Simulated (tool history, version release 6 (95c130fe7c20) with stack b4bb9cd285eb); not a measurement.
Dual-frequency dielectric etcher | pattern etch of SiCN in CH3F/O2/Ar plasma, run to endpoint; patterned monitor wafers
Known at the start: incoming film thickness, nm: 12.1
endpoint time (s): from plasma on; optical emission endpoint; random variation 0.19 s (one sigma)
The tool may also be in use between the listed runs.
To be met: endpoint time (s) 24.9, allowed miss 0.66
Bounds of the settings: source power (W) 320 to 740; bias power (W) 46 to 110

{"run": 1, "day": 0.0, "source power (W)": 530, "bias power (W)": 78, "endpoint time (s)": 29.138}
{"run": 2, "day": 0.317, "source power (W)": 560, "bias power (W)": 80, "endpoint time (s)": 27.453}
{"run": 3, "day": 0.579, "source power (W)": 480, "bias power (W)": 80, "endpoint time (s)": 29.266}
{"run": 4, "day": 0.679, "source power (W)": 530, "bias power (W)": 80, "endpoint time (s)": 28.112}
{"run": 5, "day": 0.75, "source power (W)": 530, "bias power (W)": 86, "endpoint time (s)": 27.303}
{"run": 6, "day": 0.946, "source power (W)": 450, "bias power (W)": 86, "endpoint time (s)": 29.321}
{"run": 7, "day": 1.138, "source power (W)": 480, "bias power (W)": 87, "endpoint time (s)": 28.626}
{"run": 8, "day": 1.5, "source power (W)": 510, "bias power (W)": 88, "endpoint time (s)": 27.43}
{"run": 9, "day": 1.762, "source power (W)": 530, "bias power (W)": 89, "endpoint time (s)": 27.057}
{"run": 10, "day": 1.942, "source power (W)": 550, "bias power (W)": 90, "endpoint time (s)": 26.572}
{"run": 11, "day": 2.038, "source power (W)": 560, "bias power (W)": 91, "endpoint time (s)": 26.337}

Which of these 4 next moves meets every target?
{"run": "A", "day": 2.133, "source power (W)": 700, "bias power (W)": 100, "endpoint time (s)": "?"}
{"run": "B", "day": 2.133, "source power (W)": 660, "bias power (W)": 103, "endpoint time (s)": "?"}
{"run": "C", "day": 2.133, "source power (W)": 500, "bias power (W)": 75, "endpoint time (s)": "?"}
{"run": "D", "day": 2.133, "source power (W)": 610, "bias power (W)": 95, "endpoint time (s)": "?"}

move=A endpoint_time_(s)=23.12
move=B endpoint_time_(s)=23.356
move=C endpoint_time_(s)=29.646
move=D endpoint_time_(s)=24.891
A: takes the result that was furthest off past its target
B: takes the result that was furthest off past its target
C: further off than the last run
D: meets every target
Answer: D
